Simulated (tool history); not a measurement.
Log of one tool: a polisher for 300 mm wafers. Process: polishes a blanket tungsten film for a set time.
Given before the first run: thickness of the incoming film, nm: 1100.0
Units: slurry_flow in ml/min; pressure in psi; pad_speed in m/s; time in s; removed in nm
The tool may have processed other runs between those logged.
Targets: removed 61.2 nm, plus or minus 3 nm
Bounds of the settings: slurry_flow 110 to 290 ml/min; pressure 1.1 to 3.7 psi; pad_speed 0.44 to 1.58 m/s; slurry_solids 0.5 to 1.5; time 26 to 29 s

run,hour,slurry_flow,pressure,pad_speed,slurry_solids,time,removed
1,0,185,2.4,1,1,29,99.667
2,4.7,185,2.1,0.98,1,29,87.541
3,11.1,185,2.1,1.16,1,29,105.72
4,14.4,185,2.1,1.16,0.9,29,100.18
5,21.3,185,2.1,1.16,0.9,29,99.228
6,21.9,185,1.8,1.14,0.9,29,91.766
7,24.5,185,1.8,1.14,0.9,29,87.631
8,27.1,185,1.6,1.12,0.9,29,79.09
9,33,185,1.5,1.1,0.9,29,76.58
# hour 34.3: worn pad replaced by a new one
10,34.3,185,1.4,1.08,0.9,29,79.112
11,39.4,185,1.3,1.02,0.9,29,70.01
12,46.5,185,1.2,1,0.9,29,65.5
13,55.1,185,1.2,0.98,0.9,29,65.471

Which one of the following 4 next-run settings gets every result inside its allowed miss? There is exactly one.
A,63.7,155,1.1,1.02,0.9,29,?
B,63.7,175,1.3,1.02,0.8,29,?
C,63.7,215,1.3,1.02,1,28,?
D,63.7,155,1.7,1,0.65,29,?

move,removed
A,60.563
B,65.801
C,68.985
D,71.029
A: hits every target within its allowed miss
B: further off than the last run
C: further off than the last run
D: further off than the last run
A is the move that brings every result within its allowed miss.

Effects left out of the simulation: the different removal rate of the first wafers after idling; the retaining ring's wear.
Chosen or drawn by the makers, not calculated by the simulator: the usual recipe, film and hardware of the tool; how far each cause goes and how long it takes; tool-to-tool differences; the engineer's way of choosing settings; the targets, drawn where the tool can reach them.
